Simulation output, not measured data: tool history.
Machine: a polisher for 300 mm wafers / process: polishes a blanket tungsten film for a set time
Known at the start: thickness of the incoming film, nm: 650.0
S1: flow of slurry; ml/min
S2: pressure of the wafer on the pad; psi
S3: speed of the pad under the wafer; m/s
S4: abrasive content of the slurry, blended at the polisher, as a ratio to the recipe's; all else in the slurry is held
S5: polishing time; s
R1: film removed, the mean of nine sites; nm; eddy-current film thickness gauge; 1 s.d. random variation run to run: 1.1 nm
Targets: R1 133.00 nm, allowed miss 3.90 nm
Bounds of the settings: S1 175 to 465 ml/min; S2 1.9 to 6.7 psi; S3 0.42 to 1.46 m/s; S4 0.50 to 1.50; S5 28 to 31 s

Run 1, hour 0.0: S1 295 ml/min, S2 4.3 psi, S3 0.94 m/s, S4 1.00, S5 31 s. Result: R1 177.50 nm.
Run 2, hour 3.9: S1 295 ml/min, S2 4.2 psi, S3 0.94 m/s, S4 1.00, S5 31 s. Result: R1 172.99 nm.
Run 3, hour 8.7: S1 370 ml/min, S2 4.2 psi, S3 0.94 m/s, S4 1.00, S5 31 s. Result: R1 175.10 nm.
Run 4, hour 15.7: S1 370 ml/min, S2 4.1 psi, S3 0.94 m/s, S4 1.00, S5 31 s. Result: R1 173.37 nm.
Run 5, hour 18.3: S1 370 ml/min, S2 4.1 psi, S3 0.94 m/s, S4 1.00, S5 28 s. Result: R1 157.54 nm.
Run 6, hour 27.1: S1 370 ml/min, S2 4.0 psi, S3 0.94 m/s, S4 1.00, S5 28 s. Result: R1 153.50 nm.
Run 7, hour 32.4: S1 370 ml/min, S2 3.9 psi, S3 0.94 m/s, S4 1.00, S5 28 s. Result: R1 150.54 nm.
Run 8, hour 38.6: S1 370 ml/min, S2 3.6 psi, S3 0.94 m/s, S4 1.00, S5 28 s. Result: R1 140.43 nm.
Run 9, hour 40.3: S1 370 ml/min, S2 3.5 psi, S3 0.94 m/s, S4 1.00, S5 28 s. Result: R1 135.40 nm.

Of the 5 settings listed for the next run, only one would bring every result within its allowed miss of target. Which one?
Run A, hour 42.0: S1 435 ml/min, S2 2.6 psi, S3 1.02 m/s, S4 1.10, S5 31 s. Result: R1 ?.
Run B, hour 42.0: S1 465 ml/min, S2 1.9 psi, S3 1.34 m/s, S4 1.25, S5 31 s. Result: R1 ?.
Run C, hour 42.0: S1 370 ml/min, S2 3.5 psi, S3 0.90 m/s, S4 0.90, S5 31 s. Result: R1 ?.
Run D, hour 42.0: S1 350 ml/min, S2 3.8 psi, S3 0.92 m/s, S4 0.70, S5 30 s. Result: R1 ?.
Run E, hour 42.0: S1 335 ml/min, S2 2.5 psi, S3 1.24 m/s, S4 0.85, S5 31 s. Result: R1 ?.

move      R1
   A  133.19
   B  142.30
   C  141.31
   D  140.79
   E  144.66
A: each result inside its tolerance
B: further off than the last run
C: further off than the last run
D: further off than the last run
E: further off than the last run
A is the move that brings every result within its allowed miss.
